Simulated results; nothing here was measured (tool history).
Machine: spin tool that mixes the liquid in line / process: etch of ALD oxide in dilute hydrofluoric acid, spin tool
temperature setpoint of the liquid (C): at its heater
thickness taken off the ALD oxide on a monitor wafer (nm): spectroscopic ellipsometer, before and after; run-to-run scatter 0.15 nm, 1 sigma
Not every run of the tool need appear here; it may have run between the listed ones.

| run | hour | temperature setpoint of the liquid (C) | parts of water to one part of 49 % hydrofluoric acid (parts by volume) | time under the liquid (s) | thickness taken off the ALD oxide on a monitor wafer (nm) |
|---|---|---|---|---|---|
| 1 | 0 | 24 | 115 | 55 | 15.768 |
| 2 | 1.9 | 25.5 | 110 | 55 | 17.694 |
| 3 | 10 | 27 | 105 | 55 | 19.638 |
| 4 | 18.2 | 24.5 | 105 | 55 | 17.903 |
| 5 | 20.4 | 22 | 105 | 55 | 16.17 |
| 6 | 23.5 | 22 | 105 | 55 | 16.312 |
| 7 | 26.5 | 24 | 100 | 55 | 18.617 |

Forecast run 8:
| 8 | 28.7 | 25.5 | 100 | 55 | ? |

{"run 8": {"thickness taken off the ALD oxide on a monitor wafer (nm)": 19.593}}

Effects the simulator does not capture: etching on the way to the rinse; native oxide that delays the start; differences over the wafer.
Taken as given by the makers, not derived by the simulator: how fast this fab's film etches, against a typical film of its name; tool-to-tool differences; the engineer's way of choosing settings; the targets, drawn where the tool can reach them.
